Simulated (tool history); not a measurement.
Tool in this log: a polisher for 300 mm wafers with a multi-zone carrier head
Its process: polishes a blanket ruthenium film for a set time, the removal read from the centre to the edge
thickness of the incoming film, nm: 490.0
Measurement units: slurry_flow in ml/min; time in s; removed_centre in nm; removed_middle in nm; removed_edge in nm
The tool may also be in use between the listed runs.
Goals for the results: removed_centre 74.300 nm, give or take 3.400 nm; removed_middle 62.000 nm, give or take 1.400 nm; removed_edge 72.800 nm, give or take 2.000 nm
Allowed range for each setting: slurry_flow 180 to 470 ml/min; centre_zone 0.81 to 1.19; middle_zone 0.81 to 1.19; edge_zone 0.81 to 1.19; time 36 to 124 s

{"run": 1, "hour": 0.0, "slurry_flow": 300, "centre_zone": 1.0, "middle_zone": 1.0, "edge_zone": 1.0, "time": 79, "removed_centre": 128.33, "removed_middle": 132.25, "removed_edge": 135.17}
{"run": 2, "hour": 3.6, "slurry_flow": 300, "centre_zone": 1.0, "middle_zone": 1.0, "edge_zone": 1.0, "time": 59, "removed_centre": 95.943, "removed_middle": 98.794, "removed_edge": 99.476}
{"run": 3, "hour": 4.5, "slurry_flow": 290, "centre_zone": 1.01, "middle_zone": 0.97, "edge_zone": 1.0, "time": 56, "removed_centre": 89.434, "removed_middle": 91.634, "removed_edge": 95.312}
{"run": 4, "hour": 10.6, "slurry_flow": 285, "centre_zone": 1.04, "middle_zone": 0.94, "edge_zone": 0.99, "time": 53, "removed_centre": 88.634, "removed_middle": 83.609, "removed_edge": 90.779}
{"run": 5, "hour": 13.4, "slurry_flow": 280, "centre_zone": 1.04, "middle_zone": 0.92, "edge_zone": 0.97, "time": 51, "removed_centre": 83.531, "removed_middle": 79.774, "removed_edge": 83.926}
{"run": 6, "hour": 19.3, "slurry_flow": 280, "centre_zone": 1.04, "middle_zone": 0.92, "edge_zone": 0.97, "time": 42, "removed_centre": 68.404, "removed_middle": 65.823, "removed_edge": 70.201}
{"run": 7, "hour": 21.6, "slurry_flow": 280, "centre_zone": 1.04, "middle_zone": 0.92, "edge_zone": 0.97, "time": 42, "removed_centre": 71.047, "removed_middle": 64.777, "removed_edge": 69.82}
{"run": 8, "hour": 25.9, "slurry_flow": 280, "centre_zone": 1.05, "middle_zone": 0.91, "edge_zone": 0.98, "time": 42, "removed_centre": 71.91, "removed_middle": 64.3, "removed_edge": 70.586}
{"run": 9, "hour": 28.2, "slurry_flow": 280, "centre_zone": 1.05, "middle_zone": 0.91, "edge_zone": 0.99, "time": 42, "removed_centre": 71.069, "removed_middle": 64.372, "removed_edge": 70.797}
{"hour": 32.2, "done": "centre zone pressure recalibrated"}
{"run": 10, "hour": 32.2, "slurry_flow": 280, "centre_zone": 1.06, "middle_zone": 0.91, "edge_zone": 1.0, "time": 42, "removed_centre": 78.328, "removed_middle": 64.634, "removed_edge": 71.449}
{"run": 11, "hour": 39.9, "slurry_flow": 275, "centre_zone": 1.05, "middle_zone": 0.9, "edge_zone": 1.01, "time": 42, "removed_centre": 75.951, "removed_middle": 64.255, "removed_edge": 70.717}
{"run": 12, "hour": 48.2, "slurry_flow": 260, "centre_zone": 1.05, "middle_zone": 0.84, "edge_zone": 1.1, "time": 43, "removed_centre": 79.309, "removed_middle": 61.547, "removed_edge": 74.877}
{"run": 13, "hour": 54.8, "slurry_flow": 255, "centre_zone": 1.05, "middle_zone": 0.84, "edge_zone": 1.09, "time": 43, "removed_centre": 78.044, "removed_middle": 61.081, "removed_edge": 76.835}
{"run": 14, "hour": 61.1, "slurry_flow": 260, "centre_zone": 1.05, "middle_zone": 0.84, "edge_zone": 1.08, "time": 43, "removed_centre": 77.327, "removed_middle": 61.912, "removed_edge": 74.69}
{"run": 15, "hour": 63.8, "slurry_flow": 255, "centre_zone": 1.02, "middle_zone": 0.85, "edge_zone": 1.05, "time": 42, "removed_centre": 72.898, "removed_middle": 60.453, "removed_edge": 72.234}

Which of these 4 next moves meets every target?
{"run": "A", "hour": 66.5, "slurry_flow": 285, "centre_zone": 1.02, "middle_zone": 0.87, "edge_zone": 1.11, "time": 39, "removed_centre": "?", "removed_middle": "?", "removed_edge": "?"}
{"run": "B", "hour": 66.5, "slurry_flow": 250, "centre_zone": 0.97, "middle_zone": 0.83, "edge_zone": 1.06, "time": 42, "removed_centre": "?", "removed_middle": "?", "removed_edge": "?"}
{"run": "C", "hour": 66.5, "slurry_flow": 220, "centre_zone": 0.92, "middle_zone": 0.9, "edge_zone": 1.0, "time": 43, "removed_centre": "?", "removed_middle": "?", "removed_edge": "?"}
{"run": "D", "hour": 66.5, "slurry_flow": 190, "centre_zone": 1.02, "middle_zone": 0.87, "edge_zone": 1.02, "time": 44, "removed_centre": "?", "removed_middle": "?", "removed_edge": "?"}

move=A removed_centre=70.012 removed_middle=58.093 removed_edge=69.964
move=B removed_centre=70.387 removed_middle=59.251 removed_edge=72.772
move=C removed_centre=66.969 removed_middle=63.692 removed_edge=71.357
move=D removed_centre=73.923 removed_middle=61.775 removed_edge=72.405
A: the biggest miss grows against the last run
B: the biggest miss grows against the last run
C: pushes the last run's worst result past its target
D: each result inside its tolerance
The move that meets every target is D.
